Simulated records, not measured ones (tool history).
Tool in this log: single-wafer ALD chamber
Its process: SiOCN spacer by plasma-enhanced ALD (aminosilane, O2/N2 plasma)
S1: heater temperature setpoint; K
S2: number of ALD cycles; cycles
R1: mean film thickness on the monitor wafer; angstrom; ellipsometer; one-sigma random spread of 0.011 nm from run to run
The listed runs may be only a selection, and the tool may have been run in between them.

run 1 hour=0 | S1=683.15 S2=64 | R1=32.744
run 2 hour=1 | S1=679.15 S2=64 | R1=32.947
run 3 hour=5.2 | S1=677.15 S2=64 | R1=33.333
run 4 hour=12.3 | S1=675.15 S2=64 | R1=33.451
run 5 hour=14 | S1=679.15 S2=64 | R1=32.923
run 6 hour=22.9 | S1=679.15 S2=58 | R1=29.954
run 7 hour=29 | S1=677.15 S2=59 | R1=30.72

Run 8 has not been measured yet. What should we expect?
run 8 hour=37.5 | S1=675.15 S2=60 | R1=?

R1: 31.419 angstrom

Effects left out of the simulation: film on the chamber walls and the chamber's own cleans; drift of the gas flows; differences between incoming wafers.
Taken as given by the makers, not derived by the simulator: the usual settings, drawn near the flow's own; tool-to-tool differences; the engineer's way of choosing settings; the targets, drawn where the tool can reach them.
